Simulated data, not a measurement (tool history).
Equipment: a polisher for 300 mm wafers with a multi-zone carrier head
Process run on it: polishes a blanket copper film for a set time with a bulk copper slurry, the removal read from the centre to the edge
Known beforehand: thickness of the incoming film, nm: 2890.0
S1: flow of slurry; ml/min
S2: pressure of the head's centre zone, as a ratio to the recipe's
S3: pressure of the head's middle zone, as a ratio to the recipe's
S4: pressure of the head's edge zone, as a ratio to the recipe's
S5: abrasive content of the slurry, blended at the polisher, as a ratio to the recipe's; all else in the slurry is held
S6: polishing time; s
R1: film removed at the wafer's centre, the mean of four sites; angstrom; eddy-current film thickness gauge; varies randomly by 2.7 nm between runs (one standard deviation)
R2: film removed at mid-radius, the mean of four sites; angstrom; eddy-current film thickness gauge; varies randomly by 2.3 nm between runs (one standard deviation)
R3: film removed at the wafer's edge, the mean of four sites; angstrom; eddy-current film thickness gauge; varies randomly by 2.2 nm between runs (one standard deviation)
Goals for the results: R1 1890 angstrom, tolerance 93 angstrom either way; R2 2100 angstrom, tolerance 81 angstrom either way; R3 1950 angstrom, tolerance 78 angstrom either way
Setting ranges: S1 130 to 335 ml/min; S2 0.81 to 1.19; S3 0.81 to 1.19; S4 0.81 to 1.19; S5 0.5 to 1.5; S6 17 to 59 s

run 1 hour=0 | S1=215 S2=1 S3=1 S4=1 S5=1 S6=38 | R1=3347.3 R2=3309.8 R3=3454.4
run 2 hour=0.6 | S1=215 S2=1 S3=1 S4=1 S5=1.1 S6=38 | R1=3375.5 R2=3368.9 R3=3510.3
run 3 hour=4.3 | S1=215 S2=0.98 S3=1.01 S4=0.97 S5=1 S6=34 | R1=2902.7 R2=2984.8 R3=2999.2
run 4 hour=12.9 | S1=245 S2=0.98 S3=1.01 S4=0.97 S5=1 S6=34 | R1=2918.7 R2=3111.8 R3=3057
run 5 hour=18.5 | S1=240 S2=0.96 S3=1 S4=0.94 S5=0.9 S6=32 | R1=2657.1 R2=2811.2 R3=2756.2
run 6 hour=19.3 | S1=240 S2=0.94 S3=1 S4=0.92 S5=0.8 S6=30 | R1=2507.6 R2=2617.3 R3=2483.7
run 7 hour=20.5 | S1=245 S2=0.91 S3=1 S4=0.92 S5=0.75 S6=28 | R1=2212.4 R2=2372.2 R3=2329.2
run 8 hour=28 | S1=240 S2=0.89 S3=1 S4=0.89 S5=0.7 S6=28 | R1=2112 R2=2337.2 R3=2217
run 9 hour=30 | S1=240 S2=0.89 S3=1 S4=0.89 S5=0.7 S6=28 | R1=2112.4 R2=2417.8 R3=2297.1
run 10 hour=34.4 | S1=240 S2=0.89 S3=1 S4=0.88 S5=0.65 S6=27 | R1=2016.3 R2=2223.7 R3=2104.2
run 11 hour=40.4 | S1=230 S2=0.89 S3=1 S4=0.87 S5=0.65 S6=27 | R1=2009.9 R2=2283.4 R3=2113.7
run 12 hour=41.4 | S1=225 S2=0.89 S3=0.99 S4=0.86 S5=0.6 S6=27 | R1=1965.5 R2=2199.8 R3=2076.8

Below are 4 possible settings for the next run. Only one of them brings all results inside the allowed miss of their targets. Which is it?
run A hour=42.4 | S1=200 S2=0.81 S3=1.04 S4=0.86 S5=0.6 S6=26 | R1=? R2=? R3=?
run B hour=42.4 | S1=215 S2=0.89 S3=0.98 S4=0.94 S5=0.6 S6=29 | R1=? R2=? R3=?
run C hour=42.4 | S1=280 S2=0.88 S3=0.99 S4=0.84 S5=0.5 S6=26 | R1=? R2=? R3=?
run D hour=42.4 | S1=205 S2=0.89 S3=1.09 S4=0.81 S5=0.85 S6=25 | R1=? R2=? R3=?

move=A R1=1718.3 R2=2153.2 R3=1972.8
move=B R1=2101 R2=2332.6 R3=2312.6
move=C R1=1886.5 R2=2121.3 R3=1967.5
move=D R1=1899.8 R2=2267.3 R3=1956.8
A: gets the furthest-off result to its target, but another result is out of tolerance
B: the biggest miss grows against the last run
C: hits every target within its allowed miss
D: gets the furthest-off result to its target, but another result is out of tolerance
Go with C: it meets all targets.
